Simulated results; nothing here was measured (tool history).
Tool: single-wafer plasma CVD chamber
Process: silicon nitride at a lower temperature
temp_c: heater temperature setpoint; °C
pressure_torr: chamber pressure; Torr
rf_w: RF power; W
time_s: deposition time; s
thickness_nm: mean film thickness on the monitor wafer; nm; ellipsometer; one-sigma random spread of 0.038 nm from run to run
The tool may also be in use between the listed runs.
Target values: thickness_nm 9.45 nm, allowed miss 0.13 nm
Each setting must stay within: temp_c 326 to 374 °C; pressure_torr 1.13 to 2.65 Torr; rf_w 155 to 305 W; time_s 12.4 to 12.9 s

| run | hour | temp_c | pressure_torr | rf_w | time_s | thickness_nm |
|---|---|---|---|---|---|---|
| 1 | 0 | 350 | 1.89 | 230 | 12.4 | 11.654 |
| 2 | 0.6 | 350 | 1.89 | 230 | 12.4 | 11.763 |
| 3 | 2.6 | 350 | 1.77 | 225 | 12.4 | 11.095 |
| 4 | 9.4 | 350 | 1.66 | 225 | 12.4 | 10.898 |
| 5 | 10 | 346 | 1.66 | 225 | 12.4 | 11.002 |
| 6 | 18.1 | 347 | 1.57 | 225 | 12.4 | 10.758 |
| 7 | 22.8 | 347 | 1.49 | 225 | 12.4 | 10.544 |
| 8 | 30.2 | 347 | 1.43 | 225 | 12.4 | 10.4 |
| 9 | 32.3 | 347 | 1.38 | 225 | 12.4 | 10.182 |
| 10 | 34.3 | 347 | 1.13 | 215 | 12.4 | 9.0864 |
| 11 | 40.8 | 346 | 1.14 | 215 | 12.4 | 9.1284 |
| 12 | 47.9 | 346 | 1.38 | 215 | 12.4 | 9.8741 |

Which single option among these 4 for the next run brings every result within its allowed miss of target? Just one does.
| A | 55 | 347 | 1.13 | 225 | 12.4 | ? |
| B | 55 | 341 | 1.25 | 215 | 12.7 | ? |
| C | 55 | 348 | 1.73 | 200 | 12.4 | ? |
| D | 55 | 333 | 1.62 | 210 | 12.9 | ? |

| move | thickness_nm |
|---|---|
| A | 9.5043 |
| B | 9.7128 |
| C | 9.8498 |
| D | 10.609 |
A: all results in spec
B: closer than the last run, but not yet in spec
C: closer than the last run, but not yet in spec
D: the biggest miss grows against the last run
Go with A: it meets all targets.
